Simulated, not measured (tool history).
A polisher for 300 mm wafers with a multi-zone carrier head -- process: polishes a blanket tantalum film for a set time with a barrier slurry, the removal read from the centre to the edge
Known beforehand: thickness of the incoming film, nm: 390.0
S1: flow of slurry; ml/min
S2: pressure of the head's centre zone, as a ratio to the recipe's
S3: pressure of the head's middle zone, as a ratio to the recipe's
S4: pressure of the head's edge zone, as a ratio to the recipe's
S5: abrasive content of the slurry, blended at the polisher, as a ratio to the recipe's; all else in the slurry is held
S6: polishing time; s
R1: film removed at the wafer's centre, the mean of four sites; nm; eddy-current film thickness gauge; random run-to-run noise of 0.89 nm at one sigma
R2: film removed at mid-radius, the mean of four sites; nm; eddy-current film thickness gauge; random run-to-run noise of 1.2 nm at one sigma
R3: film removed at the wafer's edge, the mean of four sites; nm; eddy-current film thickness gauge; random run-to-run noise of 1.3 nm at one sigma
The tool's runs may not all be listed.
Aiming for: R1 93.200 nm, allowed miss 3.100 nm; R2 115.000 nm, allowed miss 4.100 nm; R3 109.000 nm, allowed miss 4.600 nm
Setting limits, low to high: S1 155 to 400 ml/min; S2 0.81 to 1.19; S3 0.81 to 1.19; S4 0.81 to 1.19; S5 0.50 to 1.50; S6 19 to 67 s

run 1 day=0.000 | S1=255 S2=1.00 S3=1.00 S4=1.00 S5=1.00 S6=43 | R1=75.516 R2=76.903 R3=75.815
run 2 day=0.342 | S1=255 S2=0.99 S3=1.02 S4=1.02 S5=1.10 S6=44 | R1=76.736 R2=80.942 R3=79.240
run 3 day=0.429 | S1=255 S2=0.98 S3=1.04 S4=1.04 S5=1.15 S6=45 | R1=79.427 R2=85.576 R3=83.246
run 4 day=0.483 | S1=255 S2=0.98 S3=1.04 S4=1.08 S5=1.15 S6=45 | R1=78.605 R2=84.647 R3=84.982
run 5 day=0.692 | S1=260 S2=0.98 S3=1.06 S4=1.09 S5=1.20 S6=46 | R1=80.747 R2=87.497 R3=86.743
run 6 day=0.783 | S1=260 S2=0.97 S3=1.07 S4=1.09 S5=1.25 S6=47 | R1=82.568 R2=92.576 R3=88.078
run 7 day=0.921 | S1=260 S2=0.96 S3=1.07 S4=1.10 S5=1.30 S6=48 | R1=84.475 R2=94.331 R3=93.156
run 8 day=1.046 | S1=260 S2=0.95 S3=1.08 S4=1.11 S5=1.35 S6=49 | R1=86.986 R2=96.685 R3=94.907

Pick the move, out of 5, that brings all results within their allowed miss; only one does.
run A day=1.171 | S1=295 S2=0.90 S3=1.15 S4=1.16 S5=1.30 S6=55 | R1=? R2=? R3=?
run B day=1.171 | S1=255 S2=1.11 S3=0.88 S4=1.13 S5=1.45 S6=45 | R1=? R2=? R3=?
run C day=1.171 | S1=260 S2=0.85 S3=1.19 S4=1.13 S5=1.25 S6=52 | R1=? R2=? R3=?
run D day=1.171 | S1=235 S2=1.07 S3=1.07 S4=1.03 S5=1.30 S6=44 | R1=? R2=? R3=?
run E day=1.171 | S1=260 S2=1.12 S3=0.82 S4=1.19 S5=1.30 S6=43 | R1=? R2=? R3=?

move=A R1=94.689 R2=115.350 R3=111.280
move=B R1=91.866 R2=78.316 R3=90.835
move=C R1=84.014 R2=109.910 R3=102.190
move=D R1=84.955 R2=85.662 R3=82.592
move=E R1=86.989 R2=70.181 R3=87.739
A: every result within its allowed miss
B: lands further from the targets than the last run did
C: better than the last run, though not everything is in spec
D: lands further from the targets than the last run did
E: lands further from the targets than the last run did
The move that meets every target is A.
